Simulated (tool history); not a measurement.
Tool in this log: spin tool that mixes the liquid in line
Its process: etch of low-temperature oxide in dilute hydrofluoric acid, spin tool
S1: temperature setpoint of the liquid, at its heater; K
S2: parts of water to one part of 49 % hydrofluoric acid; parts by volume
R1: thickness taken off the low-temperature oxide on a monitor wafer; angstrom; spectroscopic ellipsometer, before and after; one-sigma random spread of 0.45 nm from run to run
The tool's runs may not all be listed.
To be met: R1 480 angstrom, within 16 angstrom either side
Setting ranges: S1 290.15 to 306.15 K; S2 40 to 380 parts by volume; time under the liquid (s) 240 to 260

run 1 hour=0 | S1=298.15 S2=210 time_under_the_liquid_(s)=240 | R1=172.55
run 2 hour=6.1 | S1=298.15 S2=270 time_under_the_liquid_(s)=240 | R1=125.69
run 3 hour=14.2 | S1=294.65 S2=270 time_under_the_liquid_(s)=240 | R1=111.92
run 4 hour=20.4 | S1=296.65 S2=225 time_under_the_liquid_(s)=240 | R1=148.16
run 5 hour=27.7 | S1=298.65 S2=190 time_under_the_liquid_(s)=240 | R1=198.82
run 6 hour=36.1 | S1=296.15 S2=190 time_under_the_liquid_(s)=240 | R1=179.01
run 7 hour=43.7 | S1=300.15 S2=105 time_under_the_liquid_(s)=240 | R1=421.35
run 8 hour=51.3 | S1=300.15 S2=105 time_under_the_liquid_(s)=240 | R1=416.46
run 9 hour=58.3 | S1=304.15 S2=100 time_under_the_liquid_(s)=240 | R1=522.02
run 10 hour=66.2 | S1=303.65 S2=100 time_under_the_liquid_(s)=240 | R1=504.45
run 11 hour=69.8 | S1=303.15 S2=100 time_under_the_liquid_(s)=240 | R1=497.89

Next run, 5 choices. One meets every target within its allowed miss, the rest don't. Which?
run A hour=73.4 | S1=304.15 S2=115 time_under_the_liquid_(s)=240 | R1=?
run B hour=73.4 | S1=306.15 S2=120 time_under_the_liquid_(s)=260 | R1=?
run C hour=73.4 | S1=301.65 S2=95 time_under_the_liquid_(s)=245 | R1=?
run D hour=73.4 | S1=304.65 S2=125 time_under_the_liquid_(s)=255 | R1=?
run E hour=73.4 | S1=304.15 S2=120 time_under_the_liquid_(s)=255 | R1=?

move=A R1=435.08
move=B R1=482.15
move=C R1=503.48
move=D R1=427.04
move=E R1=439.91
A: takes the result that was furthest off past its target
B: all results in spec
C: misses by more than the last run did
D: takes the result that was furthest off past its target
E: takes the result that was furthest off past its target
Go with B: it meets all targets.
